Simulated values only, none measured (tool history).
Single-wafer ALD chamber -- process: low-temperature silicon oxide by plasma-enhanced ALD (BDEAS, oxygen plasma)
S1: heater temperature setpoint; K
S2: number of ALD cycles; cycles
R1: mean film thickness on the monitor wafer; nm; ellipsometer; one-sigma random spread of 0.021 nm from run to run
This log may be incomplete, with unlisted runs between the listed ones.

run 1 hour=0.0 | S1=378.15 S2=30 | R1=4.3901
run 2 hour=7.3 | S1=382.15 S2=30 | R1=4.3859
run 3 hour=10.4 | S1=382.15 S2=28 | R1=4.0806
run 4 hour=11.6 | S1=382.15 S2=25 | R1=3.6427
run 5 hour=17.0 | S1=382.15 S2=23 | R1=3.3909
run 6 hour=21.9 | S1=381.15 S2=24 | R1=3.5012

For run 7, what comes out?
run 7 hour=27.6 | S1=381.15 S2=25 | R1=?

{"run 7": {"R1": 3.6475}}

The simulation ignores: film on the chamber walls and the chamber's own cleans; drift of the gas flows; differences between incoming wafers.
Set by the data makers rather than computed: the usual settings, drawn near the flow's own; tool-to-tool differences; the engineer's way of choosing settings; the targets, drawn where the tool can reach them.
